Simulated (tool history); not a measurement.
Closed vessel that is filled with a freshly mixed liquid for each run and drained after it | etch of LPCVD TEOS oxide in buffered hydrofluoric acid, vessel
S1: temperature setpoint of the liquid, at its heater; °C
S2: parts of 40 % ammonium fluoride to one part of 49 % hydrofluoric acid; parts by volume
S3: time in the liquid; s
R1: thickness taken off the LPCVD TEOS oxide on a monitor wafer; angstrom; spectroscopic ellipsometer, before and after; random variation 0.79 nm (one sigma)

run 1 hour=0.0 | S1=22.0 S2=18.5 S3=30 | R1=419.64
run 2 hour=5.4 | S1=23.0 S2=17.5 S3=30 | R1=467.83
run 3 hour=7.5 | S1=21.5 S2=17.5 S3=30 | R1=437.32
run 4 hour=14.3 | S1=22.5 S2=16.5 S3=30 | R1=477.74
run 5 hour=18.4 | S1=22.5 S2=12.5 S3=30 | R1=638.06
run 6 hour=21.0 | S1=22.5 S2=12.5 S3=30 | R1=636.61
run 7 hour=26.8 | S1=23.5 S2=12.5 S3=30 | R1=673.98
run 8 hour=27.9 | S1=24.5 S2=12.5 S3=30 | R1=704.86
run 9 hour=34.7 | S1=25.0 S2=12.5 S3=30 | R1=724.05
run 10 hour=42.3 | S1=25.5 S2=12.5 S3=30 | R1=748.48
run 11 hour=49.6 | S1=26.0 S2=12.5 S3=30 | R1=765.43
run 12 hour=54.6 | S1=26.5 S2=12.5 S3=30 | R1=789.00
run 13 hour=61.1 | S1=27.0 S2=12.5 S3=30 | R1=808.35

The next listed run, before its measurement:
run 14 hour=66.2 | S1=27.5 S2=12.5 S3=30 | R1=?

Run 14 gave R1 834.62 angstrom.
